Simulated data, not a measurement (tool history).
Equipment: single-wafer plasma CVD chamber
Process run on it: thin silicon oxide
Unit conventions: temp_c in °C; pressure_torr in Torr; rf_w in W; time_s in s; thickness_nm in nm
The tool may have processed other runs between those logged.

run	hour	temp_c	pressure_torr	rf_w	time_s	thickness_nm
1	0.0	415	0.854	240	9.3	16.1910
2	3.1	415	0.750	220	9.2	13.2210
3	11.0	415	0.750	240	9.2	13.9020
4	14.4	415	0.750	240	8.9	13.4830
5	19.0	415	0.677	235	8.9	11.6750
6	24.1	415	0.641	235	8.9	10.9560
7	30.1	415	0.523	235	8.9	8.3035
8	35.4	415	0.545	235	8.9	8.6834

Estimate the outcome of run 9 from the log above:
9	40.5	415	0.560	235	8.9	?

{"run 9": {"thickness_nm": 9.1225}}
